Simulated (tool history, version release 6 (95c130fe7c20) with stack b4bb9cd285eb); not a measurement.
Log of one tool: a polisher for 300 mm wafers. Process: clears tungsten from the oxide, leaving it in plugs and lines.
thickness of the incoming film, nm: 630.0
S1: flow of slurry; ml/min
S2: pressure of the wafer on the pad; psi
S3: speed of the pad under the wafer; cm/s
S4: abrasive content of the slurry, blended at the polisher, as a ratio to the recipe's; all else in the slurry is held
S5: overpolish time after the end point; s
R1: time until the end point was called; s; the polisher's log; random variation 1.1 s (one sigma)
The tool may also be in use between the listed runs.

run  hour   S1   S2   S3    S4  S5       R1
  1   0.0  280  4.5  128  1.00  37   81.087
  2   2.8  280  4.5  128  0.90  37   83.405
  3   5.3  235  4.5  128  0.90  37   85.860
  4   9.5  235  4.5  128  1.05  37   80.892
  5  17.9  235  4.2  128  1.05  37   87.344
  6  25.5  235  3.6  128  1.05  37   98.448
  7  33.5  235  3.5  128  1.05  37  102.740

Run 8 comes next. What will it give?
  8  37.2  235  3.4  128  1.05  37   ?

{"run 8": {"R1": 106.54}}
